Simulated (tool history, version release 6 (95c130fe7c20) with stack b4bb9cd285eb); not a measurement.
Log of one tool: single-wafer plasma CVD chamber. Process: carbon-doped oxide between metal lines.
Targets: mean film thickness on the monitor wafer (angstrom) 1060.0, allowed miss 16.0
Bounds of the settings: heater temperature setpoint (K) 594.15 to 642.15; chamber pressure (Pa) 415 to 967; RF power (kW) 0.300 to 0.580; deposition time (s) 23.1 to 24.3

| run | hour | heater temperature setpoint (K) | chamber pressure (Pa) | RF power (kW) | deposition time (s) | mean film thickness on the monitor wafer (angstrom) |
|---|---|---|---|---|---|---|
| 1 | 0.0 | 618.15 | 691 | 0.440 | 24.3 | 1224.7 |
| 2 | 0.6 | 618.15 | 621 | 0.440 | 24.3 | 1209.1 |
| 3 | 1.9 | 618.15 | 621 | 0.470 | 24.3 | 1270.8 |
| 4 | 4.6 | 620.15 | 595 | 0.460 | 24.3 | 1232.8 |
| 5 | 6.3 | 622.15 | 569 | 0.455 | 24.3 | 1213.7 |
| 6 | 9.2 | 622.15 | 569 | 0.475 | 24.3 | 1249.7 |
| 7 | 13.9 | 624.15 | 548 | 0.465 | 24.3 | 1220.1 |
| 8 | 17.5 | 626.15 | 529 | 0.455 | 24.3 | 1191.8 |
| 9 | 20.5 | 637.15 | 415 | 0.400 | 24.2 | 1003.9 |

5 next moves are on the table. One of them brings every result within its allowed miss. Which?
| A | 23.5 | 632.15 | 425 | 0.430 | 24.3 | ? |
| B | 23.5 | 628.15 | 481 | 0.415 | 24.3 | ? |
| C | 23.5 | 622.15 | 417 | 0.435 | 23.5 | ? |
| D | 23.5 | 642.15 | 441 | 0.440 | 23.6 | ? |
| E | 23.5 | 636.15 | 457 | 0.460 | 23.1 | ? |

| move | mean film thickness on the monitor wafer (angstrom) |
|---|---|
| A | 1090.8 |
| B | 1081.8 |
| C | 1097.4 |
| D | 1055.2 |
| E | 1091.7 |
A: takes the result that was furthest off past its target
B: takes the result that was furthest off past its target
C: takes the result that was furthest off past its target
D: meets every target
E: takes the result that was furthest off past its target
The right move is D.

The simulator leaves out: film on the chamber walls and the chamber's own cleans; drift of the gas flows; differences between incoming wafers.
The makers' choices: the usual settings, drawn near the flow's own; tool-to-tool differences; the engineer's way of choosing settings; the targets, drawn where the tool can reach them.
